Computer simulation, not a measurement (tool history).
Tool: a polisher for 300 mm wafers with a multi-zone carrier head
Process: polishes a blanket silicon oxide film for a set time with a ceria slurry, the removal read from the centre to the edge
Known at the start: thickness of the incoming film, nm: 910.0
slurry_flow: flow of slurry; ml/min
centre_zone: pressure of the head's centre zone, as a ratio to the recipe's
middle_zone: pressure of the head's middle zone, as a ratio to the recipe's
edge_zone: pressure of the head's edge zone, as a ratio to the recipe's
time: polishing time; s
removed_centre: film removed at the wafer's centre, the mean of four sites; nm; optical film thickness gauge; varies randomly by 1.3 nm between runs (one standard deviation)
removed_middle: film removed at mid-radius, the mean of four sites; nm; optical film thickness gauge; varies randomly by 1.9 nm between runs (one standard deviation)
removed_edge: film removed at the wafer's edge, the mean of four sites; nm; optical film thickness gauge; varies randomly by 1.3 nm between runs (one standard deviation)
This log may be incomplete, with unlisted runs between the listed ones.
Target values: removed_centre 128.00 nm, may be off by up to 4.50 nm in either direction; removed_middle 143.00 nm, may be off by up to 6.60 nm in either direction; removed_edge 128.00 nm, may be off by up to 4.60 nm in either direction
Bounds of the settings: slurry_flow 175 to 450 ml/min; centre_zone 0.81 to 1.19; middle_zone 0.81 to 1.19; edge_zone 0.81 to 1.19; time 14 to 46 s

run,hour,slurry_flow,centre_zone,middle_zone,edge_zone,time,removed_centre,removed_middle,removed_edge
1,0.0,290,1.00,1.00,1.00,30,166.76,165.75,170.25
2,4.4,290,0.96,1.00,1.00,30,156.34,169.99,168.06
3,9.0,290,0.96,1.00,0.98,29,153.39,160.20,159.99
4,17.6,290,0.96,1.00,1.02,29,153.76,161.66,160.14
5,20.1,295,0.96,1.01,1.02,28,147.52,158.85,154.61
6,29.1,300,0.96,1.02,1.02,27,143.41,153.62,151.09
7,32.0,300,0.96,1.03,1.01,27,144.00,155.66,150.04
8,40.8,300,0.96,1.04,1.00,27,142.41,155.65,150.69
9,46.7,300,0.96,1.04,1.00,27,140.75,153.07,149.00
10,55.7,310,0.97,1.06,1.00,27,145.59,158.04,147.10
11,58.3,320,0.96,1.08,0.98,25,135.44,153.44,139.58
12,62.3,310,0.97,1.09,0.97,24,130.35,146.63,133.66

Exercise: of the 4 proposed moves below, exactly one satisfies all targets within the stated allowed misses. Which move is it?
A,66.3,375,1.00,1.12,0.99,23,?,?,?
B,66.3,315,0.91,1.00,0.98,27,?,?,?
C,66.3,215,0.93,1.10,0.98,26,?,?,?
D,66.3,325,0.95,1.07,1.03,25,?,?,?

move,removed_centre,removed_middle,removed_edge
A,128.79,149.28,131.39
B,134.98,156.69,152.14
C,125.98,155.84,141.04
D,131.03,154.09,143.23
A: each result inside its tolerance
B: its largest miss is bigger than the last run's
C: its largest miss is bigger than the last run's
D: its largest miss is bigger than the last run's
The right move is A.
